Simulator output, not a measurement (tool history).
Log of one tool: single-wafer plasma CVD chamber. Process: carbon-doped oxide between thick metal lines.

run	hour	heater temperature setpoint (K)	chamber pressure (Pa)	RF power (W)	deposition time (s)	mean film thickness on the monitor wafer (Å)
1	0	608.15	523	655	285	18609
2	8.1	608.15	476	655	285	18335
3	11	611.15	447	630	285	17602
4	11.7	611.15	447	630	293	18132
5	15.8	611.15	447	695	293	19162
6	20.5	614.15	423	660	293	18286
7	23.4	614.15	423	660	293	18364
8	30.2	614.15	423	660	293	18292
9	32	616.15	403	635	293	17750

The next listed run, before its measurement:
10	39.2	628.15	313	530	291	?

{"run 10": {"mean film thickness on the monitor wafer (Å)": 15026}}
